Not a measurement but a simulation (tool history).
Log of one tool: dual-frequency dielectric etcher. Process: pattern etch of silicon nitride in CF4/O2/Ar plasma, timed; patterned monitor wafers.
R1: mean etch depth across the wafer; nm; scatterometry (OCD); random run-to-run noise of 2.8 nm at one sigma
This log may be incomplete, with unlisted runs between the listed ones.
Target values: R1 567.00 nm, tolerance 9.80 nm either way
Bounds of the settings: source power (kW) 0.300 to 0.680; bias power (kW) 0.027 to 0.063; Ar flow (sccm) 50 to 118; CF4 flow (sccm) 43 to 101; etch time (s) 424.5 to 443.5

run 1 hour=0.0 | source_power_(kW)=0.490 bias_power_(kW)=0.045 Ar_flow_(sccm)=84 CF4_flow_(sccm)=72 etch_time_(s)=424.5 | R1=813.39
run 2 hour=1.3 | source_power_(kW)=0.490 bias_power_(kW)=0.045 Ar_flow_(sccm)=73 CF4_flow_(sccm)=72 etch_time_(s)=424.5 | R1=819.55
run 3 hour=4.6 | source_power_(kW)=0.440 bias_power_(kW)=0.044 Ar_flow_(sccm)=73 CF4_flow_(sccm)=72 etch_time_(s)=424.5 | R1=727.93
run 4 hour=10.4 | source_power_(kW)=0.440 bias_power_(kW)=0.044 Ar_flow_(sccm)=73 CF4_flow_(sccm)=72 etch_time_(s)=443.5 | R1=774.86
run 5 hour=14.8 | source_power_(kW)=0.410 bias_power_(kW)=0.043 Ar_flow_(sccm)=73 CF4_flow_(sccm)=72 etch_time_(s)=443.5 | R1=719.64
run 6 hour=21.6 | source_power_(kW)=0.480 bias_power_(kW)=0.043 Ar_flow_(sccm)=73 CF4_flow_(sccm)=72 etch_time_(s)=443.5 | R1=825.76
run 7 hour=23.3 | source_power_(kW)=0.440 bias_power_(kW)=0.042 Ar_flow_(sccm)=73 CF4_flow_(sccm)=72 etch_time_(s)=443.5 | R1=754.97
run 8 hour=28.9 | source_power_(kW)=0.410 bias_power_(kW)=0.042 Ar_flow_(sccm)=73 CF4_flow_(sccm)=72 etch_time_(s)=443.5 | R1=711.21
run 9 hour=37.7 | source_power_(kW)=0.380 bias_power_(kW)=0.042 Ar_flow_(sccm)=73 CF4_flow_(sccm)=72 etch_time_(s)=443.5 | R1=653.39
run 10 hour=40.1 | source_power_(kW)=0.310 bias_power_(kW)=0.042 Ar_flow_(sccm)=73 CF4_flow_(sccm)=72 etch_time_(s)=443.5 | R1=534.85
run 11 hour=42.4 | source_power_(kW)=0.340 bias_power_(kW)=0.042 Ar_flow_(sccm)=73 CF4_flow_(sccm)=72 etch_time_(s)=443.5 | R1=588.44

Next run, 5 choices. One meets every target within its allowed miss, the rest don't. Which?
run A hour=44.7 | source_power_(kW)=0.340 bias_power_(kW)=0.036 Ar_flow_(sccm)=71 CF4_flow_(sccm)=74 etch_time_(s)=443.5 | R1=?
run B hour=44.7 | source_power_(kW)=0.330 bias_power_(kW)=0.042 Ar_flow_(sccm)=72 CF4_flow_(sccm)=72 etch_time_(s)=443.5 | R1=?
run C hour=44.7 | source_power_(kW)=0.340 bias_power_(kW)=0.041 Ar_flow_(sccm)=81 CF4_flow_(sccm)=74 etch_time_(s)=424.5 | R1=?
run D hour=44.7 | source_power_(kW)=0.320 bias_power_(kW)=0.045 Ar_flow_(sccm)=72 CF4_flow_(sccm)=75 etch_time_(s)=429.5 | R1=?
run E hour=44.7 | source_power_(kW)=0.370 bias_power_(kW)=0.040 Ar_flow_(sccm)=69 CF4_flow_(sccm)=60 etch_time_(s)=443.5 | R1=?

move=A R1=544.76
move=B R1=563.43
move=C R1=543.75
move=D R1=548.19
move=E R1=607.48
A: takes the result that was furthest off past its target
B: all results in spec
C: takes the result that was furthest off past its target
D: takes the result that was furthest off past its target
E: lands further from the targets than the last run did
B is the move that brings every result within its allowed miss.

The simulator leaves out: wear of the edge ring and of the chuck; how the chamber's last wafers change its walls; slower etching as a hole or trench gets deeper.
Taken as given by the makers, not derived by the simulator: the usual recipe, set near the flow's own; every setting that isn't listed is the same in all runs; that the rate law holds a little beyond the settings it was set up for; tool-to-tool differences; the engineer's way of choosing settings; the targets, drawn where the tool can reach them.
